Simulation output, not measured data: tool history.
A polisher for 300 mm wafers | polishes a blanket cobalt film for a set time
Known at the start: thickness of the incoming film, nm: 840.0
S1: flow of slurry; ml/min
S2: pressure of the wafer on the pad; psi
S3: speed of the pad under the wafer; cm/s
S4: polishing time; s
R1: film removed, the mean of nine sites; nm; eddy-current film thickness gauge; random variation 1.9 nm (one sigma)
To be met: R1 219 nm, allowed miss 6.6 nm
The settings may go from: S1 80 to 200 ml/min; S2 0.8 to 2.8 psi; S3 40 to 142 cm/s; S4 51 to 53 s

run,hour,S1,S2,S3,S4,R1
1,0,130,1.8,90,51,254.78
2,5.6,115,1.8,90,51,244
3,10.6,115,1.4,90,51,194.51
4,18.9,120,1.4,90,51,195.48
5,24.8,125,1.4,90,51,195.06
6,33,125,1.8,90,51,251.65
7,38.6,120,1.8,90,51,248.67
8,46.1,115,1.8,90,51,246.63
9,49.3,95,1.6,90,51,206.12
10,51.7,100,1.6,90,51,211.6

4 next moves are on the table. One of them brings every result within its allowed miss. Which?
A,54.1,85,1.7,80,53,?
B,54.1,95,1.5,92,51,?
C,54.1,95,1.6,96,51,?
D,54.1,105,1.6,82,53,?

move,R1
A,197.05
B,199.21
C,220.86
D,203.17
A: further off than the last run
B: further off than the last run
C: meets every target
D: further off than the last run
Move C is the one to make.
